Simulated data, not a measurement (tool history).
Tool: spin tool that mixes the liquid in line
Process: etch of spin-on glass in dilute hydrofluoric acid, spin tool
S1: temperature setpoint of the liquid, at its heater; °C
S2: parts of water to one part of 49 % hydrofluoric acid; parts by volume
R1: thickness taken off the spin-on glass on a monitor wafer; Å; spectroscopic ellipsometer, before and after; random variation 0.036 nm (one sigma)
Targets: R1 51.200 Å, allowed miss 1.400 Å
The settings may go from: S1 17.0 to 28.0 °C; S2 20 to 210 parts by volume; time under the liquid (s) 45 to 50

run 1 hour=0.0 | S1=20.0 S2=115 time_under_the_liquid_(s)=45 | R1=90.067
run 2 hour=4.6 | S1=20.0 S2=115 time_under_the_liquid_(s)=45 | R1=89.648
run 3 hour=9.8 | S1=19.5 S2=125 time_under_the_liquid_(s)=45 | R1=81.210
run 4 hour=15.8 | S1=19.0 S2=135 time_under_the_liquid_(s)=45 | R1=71.899
run 5 hour=20.6 | S1=20.0 S2=135 time_under_the_liquid_(s)=45 | R1=75.698
run 6 hour=22.8 | S1=19.5 S2=140 time_under_the_liquid_(s)=45 | R1=70.473
run 7 hour=28.3 | S1=19.0 S2=145 time_under_the_liquid_(s)=45 | R1=65.885
run 8 hour=31.5 | S1=18.5 S2=150 time_under_the_liquid_(s)=45 | R1=62.661
run 9 hour=35.3 | S1=18.0 S2=155 time_under_the_liquid_(s)=45 | R1=59.217

5 next moves are on the table. One of them brings every result within its allowed miss. Which?
run A hour=39.1 | S1=17.5 S2=125 time_under_the_liquid_(s)=45 | R1=?
run B hour=39.1 | S1=18.0 S2=160 time_under_the_liquid_(s)=45 | R1=?
run C hour=39.1 | S1=19.0 S2=165 time_under_the_liquid_(s)=50 | R1=?
run D hour=39.1 | S1=17.0 S2=160 time_under_the_liquid_(s)=45 | R1=?
run E hour=39.1 | S1=17.0 S2=170 time_under_the_liquid_(s)=45 | R1=?

move=A R1=74.905
move=B R1=57.680
move=C R1=64.370
move=D R1=55.387
move=E R1=51.635
A: further off than the last run
B: nearer than the last run, and not there yet
C: further off than the last run
D: nearer than the last run, and not there yet
E: meets every target
Move E is the one to make.
